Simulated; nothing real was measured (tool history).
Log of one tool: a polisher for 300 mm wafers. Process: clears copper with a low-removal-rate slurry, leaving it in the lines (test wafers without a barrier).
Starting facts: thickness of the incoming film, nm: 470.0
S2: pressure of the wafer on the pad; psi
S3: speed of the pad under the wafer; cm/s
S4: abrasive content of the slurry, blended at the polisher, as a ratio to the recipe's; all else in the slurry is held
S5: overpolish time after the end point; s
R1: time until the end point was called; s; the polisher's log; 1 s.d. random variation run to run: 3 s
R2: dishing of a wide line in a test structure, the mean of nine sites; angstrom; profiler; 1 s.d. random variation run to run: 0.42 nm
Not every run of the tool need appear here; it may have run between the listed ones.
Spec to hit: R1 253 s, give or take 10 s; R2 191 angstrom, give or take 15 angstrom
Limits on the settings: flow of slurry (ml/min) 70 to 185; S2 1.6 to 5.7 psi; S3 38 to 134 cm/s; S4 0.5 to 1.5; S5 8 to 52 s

Run 1, day 0: flow of slurry (ml/min) 120, S2 3.6 psi, S3 86 cm/s, S4 1, S5 26 s. Result: R1 142.86 s, R2 414.27 angstrom.
Run 2, day 0.042: flow of slurry (ml/min) 120, S2 3.6 psi, S3 86 cm/s, S4 1, S5 22 s. Result: R1 145.87 s, R2 360.92 angstrom.
Run 3, day 0.254: flow of slurry (ml/min) 120, S2 3.6 psi, S3 70 cm/s, S4 1, S5 22 s. Result: R1 179.42 s, R2 319.27 angstrom.
Run 4, day 0.517: flow of slurry (ml/min) 120, S2 3.4 psi, S3 70 cm/s, S4 1, S5 21 s. Result: R1 185 s, R2 288.7 angstrom.
Run 5, day 0.654: flow of slurry (ml/min) 120, S2 3.4 psi, S3 60 cm/s, S4 1, S5 21 s. Result: R1 214.66 s, R2 259.71 angstrom.
Run 6, day 0.921: flow of slurry (ml/min) 120, S2 3.4 psi, S3 52 cm/s, S4 1, S5 21 s. Result: R1 246.97 s, R2 230.07 angstrom.
Run 7, day 1.208: flow of slurry (ml/min) 120, S2 3.4 psi, S3 52 cm/s, S4 1, S5 20 s. Result: R1 243.98 s, R2 226.47 angstrom.
Run 8, day 1.542: flow of slurry (ml/min) 120, S2 3.4 psi, S3 52 cm/s, S4 1, S5 19 s. Result: R1 246.38 s, R2 213.18 angstrom.

Consider the 5 candidate settings below. Which is the only one whose results all fall within their allowed miss of target?
Run A, day 1.875: flow of slurry (ml/min) 115, S2 2.8 psi, S3 60 cm/s, S4 1.05, S5 17 s. Result: R1 ?, R2 ?.
Run B, day 1.875: flow of slurry (ml/min) 150, S2 3.9 psi, S3 42 cm/s, S4 1, S5 21 s. Result: R1 ?, R2 ?.
Run C, day 1.875: flow of slurry (ml/min) 90, S2 3 psi, S3 58 cm/s, S4 0.95, S5 26 s. Result: R1 ?, R2 ?.
Run D, day 1.875: flow of slurry (ml/min) 95, S2 3.3 psi, S3 52 cm/s, S4 0.75, S5 23 s. Result: R1 ?, R2 ?.
Run E, day 1.875: flow of slurry (ml/min) 125, S2 3.2 psi, S3 54 cm/s, S4 0.95, S5 24 s. Result: R1 ?, R2 ?.

move      R1      R2
   A  255.04  191.49
   B  260.37  227.12
   C  272.33  260.03
   D  287.47  224.82
   E  253.33  258.81
A: all results in spec
B: the biggest miss grows against the last run
C: the biggest miss grows against the last run
D: the biggest miss grows against the last run
E: the biggest miss grows against the last run
Correct choice: A, which meets every target
